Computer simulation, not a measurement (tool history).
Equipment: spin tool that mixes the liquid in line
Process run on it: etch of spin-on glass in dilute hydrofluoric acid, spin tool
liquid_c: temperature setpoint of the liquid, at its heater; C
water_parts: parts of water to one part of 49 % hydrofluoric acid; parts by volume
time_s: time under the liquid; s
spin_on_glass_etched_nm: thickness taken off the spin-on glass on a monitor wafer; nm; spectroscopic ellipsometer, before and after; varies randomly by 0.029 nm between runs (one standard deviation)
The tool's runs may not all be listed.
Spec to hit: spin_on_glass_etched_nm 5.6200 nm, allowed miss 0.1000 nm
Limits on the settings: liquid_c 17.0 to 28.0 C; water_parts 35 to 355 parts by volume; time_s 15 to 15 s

run,day,liquid_c,water_parts,time_s,spin_on_glass_etched_nm
1,0.000,20.0,195,15,2.2304
2,0.225,22.5,165,15,3.0045
3,0.579,24.0,145,15,3.7310
4,0.638,24.0,85,15,6.7653
5,0.700,22.0,85,15,6.2418
6,1.017,22.0,35,15,16.2810
7,1.212,22.0,35,15,16.3190
8,1.412,24.0,55,15,10.9330
9,1.454,25.0,70,15,8.7607
10,1.512,25.0,70,15,8.8189
11,1.821,26.0,80,15,7.8296
12,2.112,26.5,90,15,7.0601
13,2.292,26.5,95,15,6.6170
14,2.421,26.5,100,15,6.2818
15,2.712,26.5,105,15,5.9383

Consider the 5 candidate settings below. Which is the only one whose results all fall within their allowed miss of target?
A,3.004,26.5,115,15,?
B,3.004,28.0,110,15,?
C,3.004,28.0,115,15,?
D,3.004,25.0,110,15,?
E,3.004,28.0,120,15,?

move,spin_on_glass_etched_nm
A,5.3343
B,5.9430
C,5.6472
D,5.2960
E,5.3765
A: the result that was furthest off in the last run now lies on the other side of its target
B: roughly where the last run was
C: in spec on every target
D: the result that was furthest off in the last run now lies on the other side of its target
E: the result that was furthest off in the last run now lies on the other side of its target
The right move is C.
